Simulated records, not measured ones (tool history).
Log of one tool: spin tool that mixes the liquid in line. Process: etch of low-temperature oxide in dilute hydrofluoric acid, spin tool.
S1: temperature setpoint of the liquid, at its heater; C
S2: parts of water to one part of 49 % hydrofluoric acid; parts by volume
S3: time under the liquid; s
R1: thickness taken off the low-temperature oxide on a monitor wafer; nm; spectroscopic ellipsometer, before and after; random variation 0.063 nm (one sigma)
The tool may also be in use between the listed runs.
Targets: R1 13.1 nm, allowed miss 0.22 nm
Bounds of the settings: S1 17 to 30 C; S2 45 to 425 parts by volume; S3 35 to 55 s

run    day    S1   S2  S3      R1
  1      0    22  235  55  4.2317
  2  0.367    24  200  55  5.6184
  3  0.646  25.5  175  55  6.8707
  4  0.746  25.5   95  55  14.094
  5  1.112  24.5   95  55  13.436
  6  1.296  24.5  175  55  6.6263
  7  1.538  24.5  175  55  6.6764
  8  1.658  24.5  155  55  7.6093
  9  1.692  25.5  140  55       9
 10  1.912  25.5  130  55  9.7414
 11      2  25.5  120  55  10.639
 12  2.317    26  115  55  11.429

4 next moves are on the table. One of them brings every result within its allowed miss. Which?
  A  2.633    26  110  55   ?
  B  2.633  27.5  105  55   ?
  C  2.633  29.5  115  55   ?
  D  2.633  26.5  100  55   ?

move      R1
   A  12.046
   B  13.468
   C  13.116
   D  13.681
A: nearer than the last run, and not there yet
B: takes the result that was furthest off past its target
C: meets every target
D: takes the result that was furthest off past its target
The right move is C.
